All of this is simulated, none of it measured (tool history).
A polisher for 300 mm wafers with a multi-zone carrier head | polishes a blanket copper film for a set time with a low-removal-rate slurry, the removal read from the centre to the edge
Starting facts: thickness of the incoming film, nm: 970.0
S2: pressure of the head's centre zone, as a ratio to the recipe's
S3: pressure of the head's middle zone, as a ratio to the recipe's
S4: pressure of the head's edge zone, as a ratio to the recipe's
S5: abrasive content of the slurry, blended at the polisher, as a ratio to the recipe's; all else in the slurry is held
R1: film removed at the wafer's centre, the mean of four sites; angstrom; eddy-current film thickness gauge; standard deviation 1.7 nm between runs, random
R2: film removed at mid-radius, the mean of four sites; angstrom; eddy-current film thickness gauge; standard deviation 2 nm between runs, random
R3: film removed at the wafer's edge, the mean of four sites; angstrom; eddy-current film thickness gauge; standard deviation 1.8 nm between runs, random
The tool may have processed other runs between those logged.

Run 1, hour 0.0: flow of slurry (ml/min) 200, S2 1.00, S3 1.00, S4 1.00, S5 1.00, polishing time (s) 89. Result: R1 2897.6 angstrom, R2 2926.8 angstrom, R3 2962.3 angstrom.
Run 2, hour 7.6: flow of slurry (ml/min) 190, S2 0.97, S3 0.98, S4 1.00, S5 0.90, polishing time (s) 85. Result: R1 2563.5 angstrom, R2 2631.3 angstrom, R3 2688.9 angstrom.
Run 3, hour 10.8: flow of slurry (ml/min) 180, S2 0.94, S3 0.96, S4 1.01, S5 0.85, polishing time (s) 83. Result: R1 2386.9 angstrom, R2 2470.9 angstrom, R3 2612.5 angstrom.
Run 4, hour 13.1: flow of slurry (ml/min) 180, S2 0.94, S3 0.96, S4 1.01, S5 1.00, polishing time (s) 83. Result: R1 2551.7 angstrom, R2 2566.8 angstrom, R3 2735.8 angstrom.
Run 5, hour 20.3: flow of slurry (ml/min) 180, S2 0.87, S3 0.96, S4 1.01, S5 1.00, polishing time (s) 83. Result: R1 2337.2 angstrom, R2 2628.4 angstrom, R3 2712.3 angstrom.
Run 6, hour 28.3: flow of slurry (ml/min) 180, S2 0.87, S3 1.04, S4 1.01, S5 1.00, polishing time (s) 83. Result: R1 2295.7 angstrom, R2 2753.7 angstrom, R3 2724.7 angstrom.
Run 7, hour 32.2: flow of slurry (ml/min) 170, S2 0.86, S3 1.01, S4 1.02, S5 0.90, polishing time (s) 81. Result: R1 2142.1 angstrom, R2 2454.6 angstrom, R3 2565.6 angstrom.

What does the tool deliver on the next run?
Run 8, hour 40.5: flow of slurry (ml/min) 125, S2 0.81, S3 0.96, S4 1.09, S5 0.65, polishing time (s) 69. Result: R1 ?, R2 ?, R3 ?.

R1: 1454.6 angstrom
R2: 1781.4 angstrom
R3: 1995.5 angstrom
